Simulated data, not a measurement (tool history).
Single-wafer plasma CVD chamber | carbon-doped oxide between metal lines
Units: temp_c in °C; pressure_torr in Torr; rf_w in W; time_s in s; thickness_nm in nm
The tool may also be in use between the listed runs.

run  hour  temp_c  pressure_torr  rf_w  time_s  thickness_nm
  1     0     340           6.39   405    22.9        104.13
  2   2.2     340           6.39   405    22.9        103.86
  3   7.4     345           6.14   400    22.9        101.79
  4  14.1     348           5.97   395    22.9        99.245
  5  23.1     350           5.87   395    22.9        98.327
  6  29.1     350           5.87   435    22.9        106.08
  7  34.1     353           5.62   425    22.9        103.12

Forecast run 8:
  8  42.6     355           5.48   420    22.9             ?

thickness_nm: 101.21 nm
